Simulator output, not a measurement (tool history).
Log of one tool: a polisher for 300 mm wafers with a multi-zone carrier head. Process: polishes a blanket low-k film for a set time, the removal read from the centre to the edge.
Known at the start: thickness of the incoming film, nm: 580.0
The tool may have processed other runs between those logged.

run,hour,flow of slurry (ml/min),pressure of the head's centre zone,pressure of the head's middle zone,pressure of the head's edge zone,abrasive content of the slurry,polishing time (s),film removed at the wafer's centre (angstrom),film removed at mid-radius (angstrom),film removed at the wafer's edge (angstrom)
1,0.0,145,1.00,1.00,1.00,1.00,50,151.83,155.03,156.00
2,5.1,135,1.02,0.95,0.98,0.95,50,148.35,143.51,151.42
3,9.1,130,1.05,0.92,0.96,0.90,50,147.52,135.08,142.07
4,16.3,160,1.05,0.92,0.96,0.90,50,155.08,139.04,150.73
5,20.2,150,1.06,0.89,0.95,0.90,50,156.99,135.90,147.59
6,21.1,150,1.06,0.89,1.02,0.90,50,155.65,134.23,153.88
7,29.9,140,1.07,0.88,1.01,0.90,50,154.64,135.29,148.71

Expected results for the next run?
8,38.0,140,1.07,0.86,1.00,0.85,50,?,?,?

{"run 8": {"film removed at the wafer's centre (angstrom)": 151.38, "film removed at mid-radius (angstrom)": 128.08, "film removed at the wafer's edge (angstrom)": 147.42}}

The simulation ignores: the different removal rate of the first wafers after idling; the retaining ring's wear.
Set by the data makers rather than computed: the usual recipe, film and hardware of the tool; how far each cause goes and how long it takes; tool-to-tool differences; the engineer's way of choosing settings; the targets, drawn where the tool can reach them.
